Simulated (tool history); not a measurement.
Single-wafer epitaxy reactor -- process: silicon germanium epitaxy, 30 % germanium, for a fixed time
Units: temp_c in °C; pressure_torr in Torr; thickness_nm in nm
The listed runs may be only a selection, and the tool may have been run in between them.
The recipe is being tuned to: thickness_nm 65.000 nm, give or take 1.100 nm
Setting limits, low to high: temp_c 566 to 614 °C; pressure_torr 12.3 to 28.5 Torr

run	day	temp_c	pressure_torr	thickness_nm
1	0.000	590	20.4	47.747
2	0.338	590	23.6	50.250
3	0.383	582	23.6	43.354
4	0.500	582	20.2	40.422
5	0.679	574	20.2	34.987
6	0.833	570	20.2	32.187
7	0.962	579	20.3	38.745
8	1.000	585	20.4	42.945
9	1.188	597	20.9	54.239
10	1.217	599	20.9	56.740

Next run, 4 choices. One meets every target within its allowed miss, the rest don't. Which?
A	1.246	603	21.9	?
B	1.246	599	26.1	?
C	1.246	604	23.2	?
D	1.246	594	20.0	?

move	thickness_nm
A	62.523
B	62.261
C	65.108
D	51.211
A: nearer the targets than the last run, but a result is still out of spec
B: nearer the targets than the last run, but a result is still out of spec
C: every result lands within tolerance
D: its largest miss is bigger than the last run's
C is the move that brings every result within its allowed miss.
